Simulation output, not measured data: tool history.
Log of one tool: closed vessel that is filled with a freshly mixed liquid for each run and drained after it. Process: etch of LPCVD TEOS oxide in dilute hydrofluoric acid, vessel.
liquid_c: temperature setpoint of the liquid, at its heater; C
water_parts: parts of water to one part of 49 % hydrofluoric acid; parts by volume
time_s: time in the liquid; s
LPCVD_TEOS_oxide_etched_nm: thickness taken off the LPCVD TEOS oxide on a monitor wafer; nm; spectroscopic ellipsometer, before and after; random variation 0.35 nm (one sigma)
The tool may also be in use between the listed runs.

run	hour	liquid_c	water_parts	time_s	LPCVD_TEOS_oxide_etched_nm
1	0.0	23.0	135	105	29.309
2	6.2	25.0	130	105	33.342
3	7.5	22.5	130	105	30.287
4	15.3	24.5	125	105	34.349
5	23.2	26.0	125	105	36.363
6	28.9	24.5	125	105	34.394
7	32.0	24.5	125	105	34.183
8	36.4	26.0	125	105	36.104
9	44.6	27.0	125	105	37.711
10	53.2	28.0	125	105	38.791
11	61.2	31.0	115	105	48.229

Run 12 comes next. What will it give?
12	67.3	30.5	115	105	?

{"run 12": {"LPCVD_TEOS_oxide_etched_nm": 47.839}}
